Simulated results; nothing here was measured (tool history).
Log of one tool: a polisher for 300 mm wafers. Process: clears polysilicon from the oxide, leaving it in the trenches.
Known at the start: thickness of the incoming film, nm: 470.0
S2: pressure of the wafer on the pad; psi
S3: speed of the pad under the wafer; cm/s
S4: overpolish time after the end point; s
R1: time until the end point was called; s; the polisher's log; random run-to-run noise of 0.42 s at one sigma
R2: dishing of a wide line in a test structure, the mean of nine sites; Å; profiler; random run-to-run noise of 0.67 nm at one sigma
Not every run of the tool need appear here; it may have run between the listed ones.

{"run": 1, "hour": 0.0, "flow of slurry (ml/min)": 120, "S2": 2.0, "S3": 124, "S4": 21, "R1": 42.966, "R2": 594.11}
{"run": 2, "hour": 6.8, "flow of slurry (ml/min)": 120, "S2": 2.2, "S3": 126, "S4": 16, "R1": 39.049, "R2": 568.79}
{"run": 3, "hour": 15.2, "flow of slurry (ml/min)": 120, "S2": 2.2, "S3": 126, "S4": 20, "R1": 39.033, "R2": 592.08}
{"run": 4, "hour": 19.2, "flow of slurry (ml/min)": 120, "S2": 2.2, "S3": 142, "S4": 20, "R1": 34.932, "R2": 586.32}
{"run": 5, "hour": 26.4, "flow of slurry (ml/min)": 140, "S2": 2.2, "S3": 142, "S4": 20, "R1": 33.699, "R2": 607.21}
{"run": 6, "hour": 27.0, "flow of slurry (ml/min)": 140, "S2": 2.2, "S3": 112, "S4": 20, "R1": 43.571, "R2": 590.01}
{"run": 7, "hour": 33.6, "flow of slurry (ml/min)": 140, "S2": 2.5, "S3": 114, "S4": 18, "R1": 36.28, "R2": 584.82}
{"run": 8, "hour": 36.6, "flow of slurry (ml/min)": 145, "S2": 3.0, "S3": 116, "S4": 10, "R1": 30.115, "R2": 554.59}

Run 9 is up next; what results do you expect?
{"run": 9, "hour": 39.2, "flow of slurry (ml/min)": 145, "S2": 3.0, "S3": 116, "S4": 11, "R1": "?", "R2": "?"}

{"run 9": {"R1": 30.282, "R2": 558.12}}
